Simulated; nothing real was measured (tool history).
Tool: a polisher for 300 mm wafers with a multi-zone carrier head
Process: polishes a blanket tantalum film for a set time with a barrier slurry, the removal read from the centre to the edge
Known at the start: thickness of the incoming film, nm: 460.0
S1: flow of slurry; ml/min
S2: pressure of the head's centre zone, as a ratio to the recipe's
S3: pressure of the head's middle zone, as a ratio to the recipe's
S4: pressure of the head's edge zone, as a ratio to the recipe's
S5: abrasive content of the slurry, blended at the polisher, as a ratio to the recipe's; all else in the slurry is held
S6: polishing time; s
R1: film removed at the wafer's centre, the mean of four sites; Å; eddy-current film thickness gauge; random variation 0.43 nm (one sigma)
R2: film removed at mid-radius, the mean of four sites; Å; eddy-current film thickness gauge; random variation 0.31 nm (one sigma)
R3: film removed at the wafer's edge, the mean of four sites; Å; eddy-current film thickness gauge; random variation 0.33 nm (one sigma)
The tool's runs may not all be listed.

run,day,S1,S2,S3,S4,S5,S6,R1,R2,R3
1,0,160,1,1,1,1,31,325.56,334.54,332.24
2,0.054,170,1.02,0.99,1.04,1.1,31,341.46,338.92,349.54
3,0.108,170,1.02,0.99,1.07,1.1,31,341.08,345.53,353.26
4,0.396,170,1.02,0.91,1.07,1.1,31,344.53,331.4,352.41
5,0.429,180,1.03,0.91,1.09,1.2,31,355.61,335.52,359.27
6,0.517,180,1.03,0.91,1.02,1.2,31,358.48,332.54,347.24
7,0.838,180,1.03,0.91,1.02,1.2,31,360.39,333.56,353.88

Run 8 comes next. What will it give?
8,0.975,185,1.03,0.91,1.05,1.25,32,?,?,?

{"run 8": {"R1": 374.11, "R2": 348.35, "R3": 373.2}}
